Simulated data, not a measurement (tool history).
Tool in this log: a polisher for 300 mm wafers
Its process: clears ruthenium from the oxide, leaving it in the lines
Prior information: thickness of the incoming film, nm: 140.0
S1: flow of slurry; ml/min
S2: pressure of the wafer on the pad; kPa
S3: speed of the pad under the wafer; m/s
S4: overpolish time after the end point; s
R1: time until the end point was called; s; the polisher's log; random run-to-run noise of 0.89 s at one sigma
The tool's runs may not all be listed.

run  hour   S1    S2    S3  S4       R1
  1   0.0  235  12.4  1.08   5  125.500
  2   6.7  235  13.8  1.10   5  111.740
  3   8.6  235  15.2  1.12   5   99.575
  4  15.6  235  15.9  1.14   5   93.422
  5  21.3  210  15.9  1.14   5   93.595
  6  22.8  210  15.9  1.02   5  105.460
  7  25.8  210  16.5  1.06   5   97.023
  8  30.3  210  16.5  1.06   5   96.716
  9  32.1  210  17.2  1.10   5   91.624
 10  34.8  210  17.9  1.14   5   84.032
 11  36.7  210  17.9  1.18   5   81.876

What will run 12 give?
 12  44.5  210  17.9  1.22   5   ?

{"run 12": {"R1": 78.754}}

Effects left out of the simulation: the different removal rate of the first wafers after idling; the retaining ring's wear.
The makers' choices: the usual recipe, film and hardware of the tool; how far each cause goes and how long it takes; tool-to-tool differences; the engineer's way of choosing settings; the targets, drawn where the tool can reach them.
